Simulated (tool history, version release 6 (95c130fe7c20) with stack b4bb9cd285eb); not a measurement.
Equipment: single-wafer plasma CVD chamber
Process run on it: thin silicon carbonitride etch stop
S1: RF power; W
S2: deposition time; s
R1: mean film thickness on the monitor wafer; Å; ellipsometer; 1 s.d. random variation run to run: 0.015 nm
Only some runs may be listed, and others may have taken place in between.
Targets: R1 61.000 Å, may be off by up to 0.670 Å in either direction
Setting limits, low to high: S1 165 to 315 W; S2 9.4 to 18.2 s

Run 1, hour 0.0: S1 240 W, S2 13.8 s. Result: R1 81.851 Å.
Run 2, hour 4.3: S1 240 W, S2 14.7 s. Result: R1 86.964 Å.
Run 3, hour 12.1: S1 230 W, S2 14.1 s. Result: R1 82.741 Å.
Run 4, hour 15.5: S1 230 W, S2 14.8 s. Result: R1 86.677 Å.
Run 5, hour 19.4: S1 245 W, S2 14.8 s. Result: R1 87.937 Å.
At hour 26.4: RF generator calibrated.
Run 6, hour 26.4: S1 245 W, S2 13.4 s. Result: R1 80.833 Å.
Run 7, hour 31.0: S1 235 W, S2 12.9 s. Result: R1 76.788 Å.
Run 8, hour 33.1: S1 225 W, S2 12.5 s. Result: R1 73.703 Å.

Consider the 4 candidate settings below. Which is the only one whose results all fall within their allowed miss of target?
Run A, hour 35.2: S1 185 W, S2 10.8 s. Result: R1 ?.
Run B, hour 35.2: S1 235 W, S2 11.4 s. Result: R1 ?.
Run C, hour 35.2: S1 170 W, S2 9.8 s. Result: R1 ?.
Run D, hour 35.2: S1 240 W, S2 14.4 s. Result: R1 ?.

move      R1
   A  61.127
   B  68.617
   C  54.303
   D  87.153
A: every result within its allowed miss
B: nearer than the last run, and not there yet
C: the result that was furthest off in the last run now lies on the other side of its target
D: the biggest miss grows against the last run
The move that meets every target is A.
